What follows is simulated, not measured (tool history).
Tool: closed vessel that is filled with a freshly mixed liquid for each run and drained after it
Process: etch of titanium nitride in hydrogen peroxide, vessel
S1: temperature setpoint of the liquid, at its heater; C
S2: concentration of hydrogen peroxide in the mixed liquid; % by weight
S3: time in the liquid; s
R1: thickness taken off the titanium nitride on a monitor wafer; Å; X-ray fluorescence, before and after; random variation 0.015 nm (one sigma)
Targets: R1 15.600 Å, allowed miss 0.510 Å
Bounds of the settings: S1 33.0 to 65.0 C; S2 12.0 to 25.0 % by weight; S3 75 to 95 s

run 1 day=0.000 | S1=49.0 S2=17.0 S3=95 | R1=36.078
run 2 day=0.200 | S1=49.0 S2=17.0 S3=95 | R1=36.428
run 3 day=0.354 | S1=47.0 S2=17.0 S3=95 | R1=31.482
run 4 day=0.500 | S1=51.5 S2=17.0 S3=95 | R1=43.333
run 5 day=0.771 | S1=49.0 S2=17.0 S3=95 | R1=35.959
-- day=1.038 peroxide flow meter replaced
run 6 day=1.038 | S1=44.5 S2=17.0 S3=95 | R1=25.383
run 7 day=1.138 | S1=43.5 S2=17.0 S3=95 | R1=24.139
run 8 day=1.375 | S1=42.5 S2=17.0 S3=95 | R1=21.909
run 9 day=1.629 | S1=41.5 S2=17.0 S3=95 | R1=20.293
run 10 day=1.767 | S1=41.0 S2=17.0 S3=95 | R1=19.454
run 11 day=2.142 | S1=40.5 S2=17.0 S3=95 | R1=18.932
run 12 day=2.329 | S1=37.5 S2=17.0 S3=95 | R1=14.721

Which of these 5 next moves meets every target?
run A day=2.517 | S1=37.5 S2=15.0 S3=95 | R1=?
run B day=2.517 | S1=39.5 S2=16.5 S3=95 | R1=?
run C day=2.517 | S1=37.0 S2=17.5 S3=95 | R1=?
run D day=2.517 | S1=38.0 S2=17.0 S3=95 | R1=?
run E day=2.517 | S1=39.0 S2=15.0 S3=85 | R1=?

move=A R1=14.566
move=B R1=17.359
move=C R1=14.471
move=D R1=15.551
move=E R1=14.645
A: further off than the last run
B: takes the result that was furthest off past its target
C: further off than the last run
D: meets every target
E: further off than the last run
Answer: D
